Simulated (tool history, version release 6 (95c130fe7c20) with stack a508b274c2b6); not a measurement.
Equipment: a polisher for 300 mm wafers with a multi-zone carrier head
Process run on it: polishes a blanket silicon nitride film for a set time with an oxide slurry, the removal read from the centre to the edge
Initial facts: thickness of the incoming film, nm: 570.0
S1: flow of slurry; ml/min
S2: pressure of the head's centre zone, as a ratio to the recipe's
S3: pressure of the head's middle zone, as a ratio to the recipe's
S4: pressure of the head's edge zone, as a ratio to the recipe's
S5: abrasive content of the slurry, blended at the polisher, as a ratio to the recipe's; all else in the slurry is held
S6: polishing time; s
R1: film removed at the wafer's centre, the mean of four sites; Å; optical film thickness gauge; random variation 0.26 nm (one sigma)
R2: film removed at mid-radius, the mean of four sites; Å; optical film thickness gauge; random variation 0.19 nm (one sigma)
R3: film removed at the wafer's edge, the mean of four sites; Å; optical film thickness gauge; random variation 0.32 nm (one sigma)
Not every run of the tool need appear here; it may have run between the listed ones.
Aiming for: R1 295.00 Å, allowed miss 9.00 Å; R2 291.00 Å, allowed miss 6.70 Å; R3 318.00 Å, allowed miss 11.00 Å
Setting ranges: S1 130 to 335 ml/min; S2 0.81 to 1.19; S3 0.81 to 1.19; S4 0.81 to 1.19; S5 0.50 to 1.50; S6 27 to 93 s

{"run": 1, "hour": 0.0, "S1": 215, "S2": 1.0, "S3": 1.0, "S4": 1.0, "S5": 1.0, "S6": 59, "R1": 336.9, "R2": 352.06, "R3": 339.1}
{"run": 2, "hour": 3.0, "S1": 215, "S2": 1.0, "S3": 1.0, "S4": 0.96, "S5": 1.0, "S6": 59, "R1": 340.87, "R2": 359.42, "R3": 334.18}
{"run": 3, "hour": 11.5, "S1": 205, "S2": 0.99, "S3": 0.97, "S4": 0.96, "S5": 1.0, "S6": 59, "R1": 333.43, "R2": 343.78, "R3": 333.27}
{"run": 4, "hour": 12.2, "S1": 200, "S2": 0.98, "S3": 0.95, "S4": 0.96, "S5": 1.0, "S6": 59, "R1": 332.73, "R2": 334.92, "R3": 341.67}
{"run": 5, "hour": 20.2, "S1": 200, "S2": 0.98, "S3": 0.95, "S4": 0.96, "S5": 0.95, "S6": 59, "R1": 325.13, "R2": 326.46, "R3": 320.19}
{"run": 6, "hour": 28.2, "S1": 195, "S2": 0.97, "S3": 0.94, "S4": 0.97, "S5": 0.95, "S6": 59, "R1": 319.62, "R2": 328.33, "R3": 329.79}
{"run": 7, "hour": 28.8, "S1": 190, "S2": 0.96, "S3": 0.92, "S4": 0.97, "S5": 0.95, "S6": 59, "R1": 312.9, "R2": 317.73, "R3": 328.14}
{"run": 8, "hour": 33.7, "S1": 185, "S2": 0.96, "S3": 0.91, "S4": 0.97, "S5": 0.95, "S6": 59, "R1": 309.95, "R2": 313.19, "R3": 328.74}
{"run": 9, "hour": 36.8, "S1": 180, "S2": 0.96, "S3": 0.9, "S4": 0.97, "S5": 0.95, "S6": 59, "R1": 310.67, "R2": 308.67, "R3": 322.25}
{"run": 10, "hour": 38.1, "S1": 175, "S2": 0.96, "S3": 0.89, "S4": 0.97, "S5": 0.95, "S6": 59, "R1": 307.09, "R2": 306.68, "R3": 320.88}
{"run": 11, "hour": 39.0, "S1": 170, "S2": 0.96, "S3": 0.88, "S4": 0.97, "S5": 0.95, "S6": 59, "R1": 302.7, "R2": 303.03, "R3": 319.32}
{"run": 12, "hour": 47.3, "S1": 165, "S2": 0.96, "S3": 0.87, "S4": 0.97, "S5": 0.95, "S6": 59, "R1": 305.26, "R2": 300.11, "R3": 317.35}

Which single option among these 4 for the next run brings every result within its allowed miss of target? Just one does.
{"run": "A", "hour": 55.6, "S1": 130, "S2": 0.94, "S3": 0.92, "S4": 0.94, "S5": 0.95, "S6": 60, "R1": "?", "R2": "?", "R3": "?"}
{"run": "B", "hour": 55.6, "S1": 190, "S2": 0.98, "S3": 0.89, "S4": 0.94, "S5": 0.95, "S6": 59, "R1": "?", "R2": "?", "R3": "?"}
{"run": "C", "hour": 55.6, "S1": 190, "S2": 0.93, "S3": 0.84, "S4": 0.96, "S5": 0.95, "S6": 58, "R1": "?", "R2": "?", "R3": "?"}
{"run": "D", "hour": 55.6, "S1": 225, "S2": 1.05, "S3": 0.86, "S4": 0.97, "S5": 1.05, "S6": 51, "R1": "?", "R2": "?", "R3": "?"}

move=A R1=290.29 R2=306.39 R3=316.62
move=B R1=319.34 R2=312.75 R3=325.78
move=C R1=297.69 R2=294.70 R3=323.08
move=D R1=318.83 R2=283.19 R3=304.78
A: its largest miss is bigger than the last run's
B: its largest miss is bigger than the last run's
C: all results land within tolerance of their targets
D: takes the biggest miss from the last run beyond its target
C is the move that brings every result within its allowed miss.

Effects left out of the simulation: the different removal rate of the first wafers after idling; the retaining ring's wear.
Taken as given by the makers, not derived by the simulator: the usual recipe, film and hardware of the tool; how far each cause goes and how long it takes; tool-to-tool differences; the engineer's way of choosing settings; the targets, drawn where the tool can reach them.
